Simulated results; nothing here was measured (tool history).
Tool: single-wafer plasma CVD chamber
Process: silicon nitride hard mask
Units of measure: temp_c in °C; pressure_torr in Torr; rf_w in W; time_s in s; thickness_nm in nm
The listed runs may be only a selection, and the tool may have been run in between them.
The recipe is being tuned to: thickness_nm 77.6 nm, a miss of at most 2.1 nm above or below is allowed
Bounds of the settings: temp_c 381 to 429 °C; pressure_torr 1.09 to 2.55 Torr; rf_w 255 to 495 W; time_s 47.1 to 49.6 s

| run | day | temp_c | pressure_torr | rf_w | time_s | thickness_nm |
|---|---|---|---|---|---|---|
| 1 | 0 | 405 | 1.82 | 375 | 49.6 | 65.618 |
| 2 | 0.029 | 405 | 1.82 | 335 | 49.6 | 61.321 |
| 3 | 0.175 | 400 | 1.82 | 335 | 49.6 | 61.551 |
| 4 | 0.467 | 400 | 1.82 | 360 | 49.6 | 64.302 |
| 5 | 0.6 | 400 | 1.88 | 370 | 49.6 | 65.989 |
| 6 | 0.912 | 400 | 1.93 | 375 | 49.6 | 66.832 |
| 7 | 1.225 | 400 | 1.93 | 375 | 49.6 | 66.785 |
| 8 | 1.508 | 400 | 1.97 | 380 | 49.6 | 67.997 |
| 9 | 1.7 | 400 | 2.02 | 385 | 49.6 | 68.664 |
| 10 | 1.783 | 400 | 2.05 | 390 | 49.6 | 69.566 |
| 11 | 1.85 | 400 | 2.08 | 395 | 49.6 | 70.345 |
| 12 | 1.942 | 400 | 2.11 | 400 | 49.6 | 70.608 |
| 13 | 2.179 | 400 | 2.13 | 405 | 49.6 | 71.889 |

Consider the 4 candidate settings below. Which is the only one whose results all fall within their allowed miss of target?
| A | 2.417 | 403 | 2.05 | 465 | 49.6 | ? |
| B | 2.417 | 400 | 2.3 | 415 | 49 | ? |
| C | 2.417 | 402 | 2.3 | 400 | 49.6 | ? |
| D | 2.417 | 404 | 1.98 | 415 | 49.6 | ? |

| move | thickness_nm |
|---|---|
| A | 76.859 |
| B | 73.353 |
| C | 72.635 |
| D | 71.363 |
A: every result within its allowed miss
B: better than the last run, though not everything is in spec
C: better than the last run, though not everything is in spec
D: moves away from the targets compared with the last run
Answer: A
